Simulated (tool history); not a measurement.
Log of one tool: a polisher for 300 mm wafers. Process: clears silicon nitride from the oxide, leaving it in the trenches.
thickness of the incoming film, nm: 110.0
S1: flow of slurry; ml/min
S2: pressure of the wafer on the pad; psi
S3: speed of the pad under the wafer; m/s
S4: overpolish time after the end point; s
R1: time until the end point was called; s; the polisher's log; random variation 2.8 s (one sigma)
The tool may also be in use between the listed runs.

Run 1, hour 0: S1 180 ml/min, S2 3.3 psi, S3 1.26 m/s, S4 46 s. Result: R1 86.89 s.
Run 2, hour 8.6: S1 180 ml/min, S2 3.3 psi, S3 1.56 m/s, S4 46 s. Result: R1 71.339 s.
Run 3, hour 9.9: S1 180 ml/min, S2 2.5 psi, S3 1.56 m/s, S4 46 s. Result: R1 90.55 s.
Run 4, hour 18: S1 180 ml/min, S2 2.5 psi, S3 1.26 m/s, S4 46 s. Result: R1 109.55 s.
Run 5, hour 21.2: S1 180 ml/min, S2 2.5 psi, S3 1.36 m/s, S4 46 s. Result: R1 108.76 s.
Run 6, hour 24.7: S1 180 ml/min, S2 3.3 psi, S3 1.36 m/s, S4 46 s. Result: R1 82.347 s.
Run 7, hour 29.4: S1 180 ml/min, S2 2.7 psi, S3 1.32 m/s, S4 46 s. Result: R1 99.933 s.
Run 8, hour 38.1: S1 180 ml/min, S2 2.3 psi, S3 1.3 m/s, S4 46 s. Result: R1 117.09 s.

The next listed run, before its measurement:
Run 9, hour 40.6: S1 180 ml/min, S2 2.1 psi, S3 1.28 m/s, S4 46 s. Result: R1 ?.

{"run 9": {"R1": 133.68}}

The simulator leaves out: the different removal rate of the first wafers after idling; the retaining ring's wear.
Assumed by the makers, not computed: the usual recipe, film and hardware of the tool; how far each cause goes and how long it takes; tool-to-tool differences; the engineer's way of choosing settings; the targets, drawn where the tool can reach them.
